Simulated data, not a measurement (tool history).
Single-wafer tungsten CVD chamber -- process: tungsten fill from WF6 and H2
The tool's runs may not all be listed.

run	hour	heater temperature setpoint (K)	chamber pressure (mTorr)	deposition time (s)	mean film thickness on the monitor wafer (nm)
1	0	648.15	48200	29.5	66.15
2	7.4	648.15	44700	29.5	63.748
3	12.8	648.15	38600	29.5	59.943
4	19.9	652.15	38700	29.5	66.676
5	21.1	652.15	38700	30.5	68.022
6	23.5	642.15	38700	30.5	53.718
7	32.5	646.15	38800	30.5	59.965
8	39.2	646.15	38800	30.5	58.941

Estimate the outcome of run 9 from the log above:
9	42.9	649.15	38900	30.5	?

Run 9 came out at mean film thickness on the monitor wafer (nm) 63.432.

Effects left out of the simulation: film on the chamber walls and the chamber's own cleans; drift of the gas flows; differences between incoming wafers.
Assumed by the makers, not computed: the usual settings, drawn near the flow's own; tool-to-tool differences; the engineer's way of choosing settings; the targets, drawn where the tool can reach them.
